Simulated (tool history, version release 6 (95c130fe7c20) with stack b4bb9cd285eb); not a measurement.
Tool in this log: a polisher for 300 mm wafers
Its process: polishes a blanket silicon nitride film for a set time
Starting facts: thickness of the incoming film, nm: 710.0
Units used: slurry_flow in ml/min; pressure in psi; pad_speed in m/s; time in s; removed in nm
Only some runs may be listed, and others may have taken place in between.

run 1 hour=0.0 | slurry_flow=235 pressure=4.8 pad_speed=1.32 time=43 | removed=121.30
run 2 hour=7.4 | slurry_flow=285 pressure=4.8 pad_speed=1.32 time=43 | removed=124.83
run 3 hour=9.4 | slurry_flow=285 pressure=5.4 pad_speed=1.32 time=43 | removed=135.00
run 4 hour=18.1 | slurry_flow=285 pressure=5.4 pad_speed=1.32 time=39 | removed=123.46
run 5 hour=23.7 | slurry_flow=285 pressure=5.8 pad_speed=1.32 time=39 | removed=128.72
run 6 hour=27.2 | slurry_flow=285 pressure=6.2 pad_speed=1.34 time=39 | removed=137.97

For run 7, what comes out?
run 7 hour=33.9 | slurry_flow=285 pressure=6.5 pad_speed=1.34 time=39 | removed=?

{"run 7": {"removed": 144.84}}

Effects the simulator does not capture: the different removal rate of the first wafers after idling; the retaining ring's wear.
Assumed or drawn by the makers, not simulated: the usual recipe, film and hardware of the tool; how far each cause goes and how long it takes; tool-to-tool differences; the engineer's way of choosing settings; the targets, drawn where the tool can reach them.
